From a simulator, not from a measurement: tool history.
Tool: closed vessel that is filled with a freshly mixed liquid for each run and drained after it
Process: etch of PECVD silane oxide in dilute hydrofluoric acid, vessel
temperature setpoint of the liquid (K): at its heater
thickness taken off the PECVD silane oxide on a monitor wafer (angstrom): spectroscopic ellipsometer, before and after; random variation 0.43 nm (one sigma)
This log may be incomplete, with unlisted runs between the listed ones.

run    day  temperature setpoint of the liquid (K)  parts of water to one part of 49 % hydrofluoric acid (parts by volume)  time in the liquid (s)  thickness taken off the PECVD silane oxide on a monitor wafer (angstrom)
  1  0.000                                  297.15                                                                     145                     325                                                                    303.64
  2  0.054                                  298.65                                                                     140                     325                                                                    334.59
  3  0.225                                  300.15                                                                     135                     325                                                                    367.95
  4  0.583                                  300.15                                                                     180                     325                                                                    267.72
  5  0.633                                  301.15                                                                     165                     325                                                                    305.19
  6  1.000                                  301.15                                                                     145                     325                                                                    358.34

The next listed run, before its measurement:
  7  1.342                                  305.15                                                                     115                     325                                                                         ?

{"run 7": {"thickness taken off the PECVD silane oxide on a monitor wafer (angstrom)": 542.93}}
